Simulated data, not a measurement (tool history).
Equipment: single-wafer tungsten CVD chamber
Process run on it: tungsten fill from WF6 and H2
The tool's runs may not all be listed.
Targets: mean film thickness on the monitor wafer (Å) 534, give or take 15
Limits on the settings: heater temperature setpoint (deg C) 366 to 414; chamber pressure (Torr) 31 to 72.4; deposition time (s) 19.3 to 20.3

run	hour	heater temperature setpoint (deg C)	chamber pressure (Torr)	deposition time (s)	mean film thickness on the monitor wafer (Å)
1	0	390	51.7	20.3	664.7
2	5	387	51.4	20.3	641.22
3	8.4	384	51.1	20.3	602.72
4	15	382	50.9	20.3	581.16
5	16	382	57.8	20.3	627.86
6	24	382	66.2	20.3	659.27
7	26.8	379	65.9	20.3	632.64
8	32.9	376	65.6	20.3	592.06

Which single option among these 5 for the next run brings every result within its allowed miss of target? Just one does.
A	39	372	64	19.9	?
B	39	383	65.6	20.3	?
C	39	382	67.1	20.3	?
D	39	378	64	19.3	?
E	39	377	60.6	19.9	?

move	mean film thickness on the monitor wafer (Å)
A	537.45
B	674.33
C	670.04
D	580.13
E	572.06
A: every result within its allowed miss
B: its largest miss is bigger than the last run's
C: its largest miss is bigger than the last run's
D: gains on the last run, yet a result remains outside its allowed miss
E: gains on the last run, yet a result remains outside its allowed miss
Answer: A
